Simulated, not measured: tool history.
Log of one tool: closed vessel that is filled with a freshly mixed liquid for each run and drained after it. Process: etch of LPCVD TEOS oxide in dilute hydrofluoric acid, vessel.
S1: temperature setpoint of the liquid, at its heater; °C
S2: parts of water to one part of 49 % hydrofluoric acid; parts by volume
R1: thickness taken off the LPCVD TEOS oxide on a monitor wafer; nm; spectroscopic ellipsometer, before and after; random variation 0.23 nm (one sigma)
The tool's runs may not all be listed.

run 1 hour=0.0 | S1=25.0 S2=200 time_in_the_liquid_(s)=535 | R1=79.653
run 2 hour=2.0 | S1=23.5 S2=210 time_in_the_liquid_(s)=535 | R1=70.601
run 3 hour=3.7 | S1=22.0 S2=215 time_in_the_liquid_(s)=535 | R1=65.647
run 4 hour=4.3 | S1=20.5 S2=215 time_in_the_liquid_(s)=535 | R1=62.013
run 5 hour=13.2 | S1=20.5 S2=215 time_in_the_liquid_(s)=535 | R1=61.961
run 6 hour=14.1 | S1=19.0 S2=215 time_in_the_liquid_(s)=535 | R1=58.757

Run 7 comes next. What will it give?
run 7 hour=16.3 | S1=18.5 S2=220 time_in_the_liquid_(s)=535 | R1=?

{"run 7": {"R1": 56.365}}

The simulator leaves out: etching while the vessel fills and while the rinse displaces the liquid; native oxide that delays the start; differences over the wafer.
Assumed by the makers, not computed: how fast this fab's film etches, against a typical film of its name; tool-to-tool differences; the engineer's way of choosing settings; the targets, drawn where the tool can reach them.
